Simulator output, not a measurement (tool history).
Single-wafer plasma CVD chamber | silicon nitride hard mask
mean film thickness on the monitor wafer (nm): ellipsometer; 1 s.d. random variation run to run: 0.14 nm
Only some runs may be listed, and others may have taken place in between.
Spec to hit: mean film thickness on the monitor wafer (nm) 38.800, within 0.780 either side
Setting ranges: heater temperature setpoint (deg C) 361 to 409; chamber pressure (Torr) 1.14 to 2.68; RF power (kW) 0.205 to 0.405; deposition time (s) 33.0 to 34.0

run,hour,heater temperature setpoint (deg C),chamber pressure (Torr),RF power (kW),deposition time (s),mean film thickness on the monitor wafer (nm)
1,0.0,385,1.91,0.305,33.0,42.588
2,3.7,385,1.81,0.300,33.0,41.235
3,12.0,385,1.81,0.300,34.0,42.533
4,17.0,385,1.81,0.300,33.0,41.402
5,23.2,385,1.81,0.300,33.0,41.166
6,25.0,391,1.81,0.300,33.0,41.111
# hour 26.3: thermocouple changed; heater temperature recalibrated
7,26.3,391,1.75,0.300,33.0,40.805
8,32.1,391,1.70,0.300,33.0,40.202
9,34.3,391,1.67,0.300,33.0,39.841

Which of these 4 next moves meets every target?
A,36.5,395,1.45,0.320,34.0,?
B,36.5,409,1.30,0.300,34.0,?
C,36.5,397,1.64,0.275,34.0,?
D,36.5,397,1.76,0.305,33.3,?

move,mean film thickness on the monitor wafer (nm)
A,40.431
B,36.710
C,38.508
D,41.446
A: lands further from the targets than the last run did
B: takes the biggest miss from the last run beyond its target
C: meets every target
D: lands further from the targets than the last run did
Correct choice: C, which meets every target

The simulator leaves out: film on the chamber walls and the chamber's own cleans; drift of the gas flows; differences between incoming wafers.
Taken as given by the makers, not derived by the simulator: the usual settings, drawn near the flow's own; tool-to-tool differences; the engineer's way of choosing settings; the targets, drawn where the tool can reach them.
